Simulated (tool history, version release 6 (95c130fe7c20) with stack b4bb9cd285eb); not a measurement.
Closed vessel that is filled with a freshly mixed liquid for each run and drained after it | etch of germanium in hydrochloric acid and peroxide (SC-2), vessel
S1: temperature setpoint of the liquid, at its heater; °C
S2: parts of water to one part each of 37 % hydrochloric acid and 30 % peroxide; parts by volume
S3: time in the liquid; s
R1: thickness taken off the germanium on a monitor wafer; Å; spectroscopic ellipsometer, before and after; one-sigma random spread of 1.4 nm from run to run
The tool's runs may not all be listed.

run    day    S1    S2  S3      R1
  1  0.000  63.0  10.0  90  3991.3
  2  0.388  63.0  10.0  95  4194.0
  3  0.700  57.5  10.0  95  3549.7
  4  0.742  57.5   8.0  95  3636.6
  5  0.967  53.5   8.0  95  3207.3
  6  1.204  53.5   8.0  90  3042.3

What will run 7 give?
  7  1.475  61.5  7.5  90   ?

Run 7 measured R1 3913.6 Å.
